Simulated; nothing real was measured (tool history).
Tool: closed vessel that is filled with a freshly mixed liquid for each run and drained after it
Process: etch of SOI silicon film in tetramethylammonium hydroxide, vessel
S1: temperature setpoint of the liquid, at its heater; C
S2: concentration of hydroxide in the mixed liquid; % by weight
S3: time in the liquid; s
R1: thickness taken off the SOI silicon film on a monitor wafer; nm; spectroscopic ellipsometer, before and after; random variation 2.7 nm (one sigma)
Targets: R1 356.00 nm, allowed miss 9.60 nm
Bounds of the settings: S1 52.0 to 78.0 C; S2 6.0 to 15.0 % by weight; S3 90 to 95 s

Run 1, hour 0.0: S1 65.0 C, S2 10.0 % by weight, S3 90 s. Result: R1 472.09 nm.
Run 2, hour 8.6: S1 63.5 C, S2 10.0 % by weight, S3 90 s. Result: R1 426.28 nm.
Run 3, hour 14.8: S1 62.5 C, S2 10.0 % by weight, S3 90 s. Result: R1 401.84 nm.
Run 4, hour 21.9: S1 62.0 C, S2 10.0 % by weight, S3 90 s. Result: R1 389.46 nm.
Run 5, hour 23.9: S1 56.5 C, S2 10.0 % by weight, S3 90 s. Result: R1 278.74 nm.
Run 6, hour 29.7: S1 56.5 C, S2 12.0 % by weight, S3 90 s. Result: R1 260.08 nm.
Run 7, hour 33.2: S1 58.0 C, S2 12.0 % by weight, S3 90 s. Result: R1 285.30 nm.
Run 8, hour 35.9: S1 59.0 C, S2 12.0 % by weight, S3 90 s. Result: R1 300.94 nm.
Run 9, hour 36.8: S1 60.0 C, S2 12.0 % by weight, S3 90 s. Result: R1 325.34 nm.
At hour 43.3: hydroxide flow meter replaced.
Run 10, hour 43.3: S1 60.0 C, S2 12.0 % by weight, S3 90 s. Result: R1 316.78 nm.

Which of these 4 next moves meets every target?
Run A, hour 49.8: S1 62.0 C, S2 11.0 % by weight, S3 95 s. Result: R1 ?.
Run B, hour 49.8: S1 58.5 C, S2 12.0 % by weight, S3 90 s. Result: R1 ?.
Run C, hour 49.8: S1 61.5 C, S2 13.0 % by weight, S3 95 s. Result: R1 ?.
Run D, hour 49.8: S1 63.5 C, S2 12.5 % by weight, S3 90 s. Result: R1 ?.

move      R1
   A  391.05
   B  288.05
   C  354.36
   D  386.19
A: takes the result that was furthest off past its target
B: further off than the last run
C: meets every target
D: takes the result that was furthest off past its target
Move C is the one to make.
